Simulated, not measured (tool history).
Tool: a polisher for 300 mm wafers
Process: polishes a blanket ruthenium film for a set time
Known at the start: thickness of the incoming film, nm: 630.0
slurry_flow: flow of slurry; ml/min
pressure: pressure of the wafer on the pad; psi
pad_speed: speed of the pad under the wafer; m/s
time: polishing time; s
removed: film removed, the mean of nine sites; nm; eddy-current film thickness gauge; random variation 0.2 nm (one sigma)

| run | hour | slurry_flow | pressure | pad_speed | time | removed |
|---|---|---|---|---|---|---|
| 1 | 0 | 200 | 1.7 | 0.78 | 63 | 36.879 |
| 2 | 7.3 | 200 | 1.7 | 0.78 | 63 | 37.107 |
| 3 | 10.5 | 195 | 1.6 | 0.78 | 63 | 34.771 |
| 4 | 14.3 | 195 | 1.3 | 0.78 | 63 | 28.638 |
| 5 | 23.1 | 195 | 1.3 | 0.78 | 63 | 28.417 |
| 6 | 28.6 | 205 | 1.4 | 0.78 | 63 | 30.741 |
| 7 | 30.7 | 215 | 1.4 | 0.78 | 63 | 31.079 |
| 8 | 37.9 | 225 | 1.4 | 0.78 | 63 | 31.301 |
| 9 | 43.9 | 235 | 1.4 | 0.78 | 63 | 31.375 |

Run 10 comes next. What will it give?
| 10 | 45 | 240 | 1.4 | 0.78 | 63 | ? |

Run 10 gave removed 31.226 nm.
